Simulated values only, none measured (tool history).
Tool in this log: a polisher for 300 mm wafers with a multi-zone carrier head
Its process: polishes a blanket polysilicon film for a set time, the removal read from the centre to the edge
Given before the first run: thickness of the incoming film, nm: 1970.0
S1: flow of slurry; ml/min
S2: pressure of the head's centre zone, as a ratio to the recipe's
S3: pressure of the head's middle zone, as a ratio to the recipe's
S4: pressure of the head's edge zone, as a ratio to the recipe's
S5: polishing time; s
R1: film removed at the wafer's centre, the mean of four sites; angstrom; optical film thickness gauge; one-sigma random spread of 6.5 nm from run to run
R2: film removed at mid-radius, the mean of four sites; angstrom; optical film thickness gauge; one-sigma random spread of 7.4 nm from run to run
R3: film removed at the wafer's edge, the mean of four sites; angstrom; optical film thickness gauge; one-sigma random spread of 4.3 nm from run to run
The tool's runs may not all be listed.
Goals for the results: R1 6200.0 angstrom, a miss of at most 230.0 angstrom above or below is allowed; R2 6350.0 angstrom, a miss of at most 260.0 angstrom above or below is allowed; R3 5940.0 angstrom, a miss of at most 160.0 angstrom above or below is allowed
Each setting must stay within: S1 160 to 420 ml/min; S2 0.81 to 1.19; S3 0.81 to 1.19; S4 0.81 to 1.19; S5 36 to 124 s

{"run": 1, "hour": 0.0, "S1": 270, "S2": 1.0, "S3": 1.0, "S4": 1.0, "S5": 79, "R1": 4340.7, "R2": 4154.1, "R3": 4121.9}
{"run": 2, "hour": 3.1, "S1": 270, "S2": 1.0, "S3": 1.08, "S4": 1.0, "S5": 79, "R1": 4314.5, "R2": 4533.1, "R3": 4094.3}
{"run": 3, "hour": 8.7, "S1": 320, "S2": 1.0, "S3": 1.08, "S4": 1.0, "S5": 79, "R1": 4363.0, "R2": 4539.4, "R3": 4230.4}
{"run": 4, "hour": 11.3, "S1": 325, "S2": 1.01, "S3": 1.09, "S4": 1.01, "S5": 81, "R1": 4478.4, "R2": 4707.3, "R3": 4308.9}
{"run": 5, "hour": 17.8, "S1": 280, "S2": 1.01, "S3": 1.09, "S4": 1.01, "S5": 81, "R1": 4389.8, "R2": 4631.1, "R3": 4290.8}
{"run": 6, "hour": 25.2, "S1": 345, "S2": 1.01, "S3": 1.09, "S4": 1.01, "S5": 81, "R1": 4590.4, "R2": 4752.9, "R3": 4330.8}
{"run": 7, "hour": 27.3, "S1": 315, "S2": 1.07, "S3": 1.13, "S4": 1.11, "S5": 103, "R1": 6000.6, "R2": 6089.6, "R3": 5741.8}
{"run": 8, "hour": 28.9, "S1": 320, "S2": 1.07, "S3": 1.13, "S4": 1.11, "S5": 103, "R1": 5986.4, "R2": 6052.6, "R3": 5727.7}

Consider the 4 candidate settings below. Which is the only one whose results all fall within their allowed miss of target?
{"run": "A", "hour": 30.5, "S1": 300, "S2": 1.11, "S3": 1.12, "S4": 1.19, "S5": 96, "R1": "?", "R2": "?", "R3": "?"}
{"run": "B", "hour": 30.5, "S1": 315, "S2": 1.11, "S3": 1.19, "S4": 1.11, "S5": 101, "R1": "?", "R2": "?", "R3": "?"}
{"run": "C", "hour": 30.5, "S1": 290, "S2": 1.14, "S3": 1.19, "S4": 1.03, "S5": 104, "R1": "?", "R2": "?", "R3": "?"}
{"run": "D", "hour": 30.5, "S1": 300, "S2": 1.04, "S3": 1.1, "S4": 1.05, "S5": 109, "R1": "?", "R2": "?", "R3": "?"}

move=A R1=5633.0 R2=5736.3 R3=5552.8
move=B R1=5961.9 R2=6391.5 R3=5651.9
move=C R1=6229.2 R2=6524.8 R3=5569.8
move=D R1=6031.2 R2=6416.7 R3=5916.5
A: further off than the last run
B: further off than the last run
C: further off than the last run
D: all results land within tolerance of their targets
D is the move that brings every result within its allowed miss.
